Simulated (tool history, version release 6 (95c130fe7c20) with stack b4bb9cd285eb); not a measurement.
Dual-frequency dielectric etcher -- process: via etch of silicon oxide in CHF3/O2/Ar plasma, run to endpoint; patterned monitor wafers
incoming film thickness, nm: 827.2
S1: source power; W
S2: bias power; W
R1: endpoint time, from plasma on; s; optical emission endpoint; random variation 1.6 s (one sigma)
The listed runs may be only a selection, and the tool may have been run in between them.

run,hour,S1,S2,R1
1,0.0,610,210,425.70
2,2.1,630,215,418.93
3,6.9,630,241,395.01
4,14.7,630,227,405.16
5,21.3,630,195,434.75
6,22.5,650,201,424.23
7,31.1,650,201,426.01
8,38.1,670,207,415.21
# hour 38.9: wet clean of the chamber
9,38.9,690,212,383.26

Predict the results of run 10:
10,39.8,700,212,?

R1: 383.22 s
